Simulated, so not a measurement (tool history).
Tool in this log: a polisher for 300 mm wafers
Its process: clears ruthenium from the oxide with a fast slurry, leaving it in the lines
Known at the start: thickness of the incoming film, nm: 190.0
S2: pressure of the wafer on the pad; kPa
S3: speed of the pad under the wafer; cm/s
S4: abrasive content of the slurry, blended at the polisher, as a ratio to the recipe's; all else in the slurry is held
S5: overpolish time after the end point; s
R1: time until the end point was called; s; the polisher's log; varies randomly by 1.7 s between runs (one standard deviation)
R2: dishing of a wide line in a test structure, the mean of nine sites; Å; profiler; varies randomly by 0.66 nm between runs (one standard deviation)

run 1 hour=0 | flow_of_slurry_(ml/min)=190 S2=22.8 S3=82 S4=1 S5=15 | R1=59.89 R2=419.36
run 2 hour=3.5 | flow_of_slurry_(ml/min)=190 S2=22.8 S3=90 S4=1 S5=15 | R1=53.684 R2=454.76
run 3 hour=8.5 | flow_of_slurry_(ml/min)=190 S2=27.6 S3=90 S4=1 S5=15 | R1=46.74 R2=538.44
run 4 hour=15.7 | flow_of_slurry_(ml/min)=225 S2=27.6 S3=90 S4=1 S5=15 | R1=45.566 R2=518.54
run 5 hour=19.8 | flow_of_slurry_(ml/min)=220 S2=22.8 S3=78 S4=1 S5=17 | R1=60.712 R2=457.08
run 6 hour=21.3 | flow_of_slurry_(ml/min)=220 S2=22.8 S3=66 S4=1 S5=17 | R1=72.11 R2=397.97
run 7 hour=29.9 | flow_of_slurry_(ml/min)=220 S2=19.3 S3=62 S4=1 S5=18 | R1=87.098 R2=346.28
run 8 hour=35.1 | flow_of_slurry_(ml/min)=220 S2=16.5 S3=62 S4=1 S5=19 | R1=97.384 R2=328.43
run 9 hour=43.3 | flow_of_slurry_(ml/min)=220 S2=14.5 S3=62 S4=1 S5=20 | R1=106.64 R2=305.39
run 10 hour=45.9 | flow_of_slurry_(ml/min)=220 S2=13.1 S3=62 S4=1 S5=21 | R1=112.75 R2=305.3

Run 11 comes next. What will it give?
run 11 hour=51.5 | flow_of_slurry_(ml/min)=220 S2=12.4 S3=62 S4=1 S5=22 | R1=? R2=?

Logged for run 11: R1 119.13 s, R2 322.47 Å.
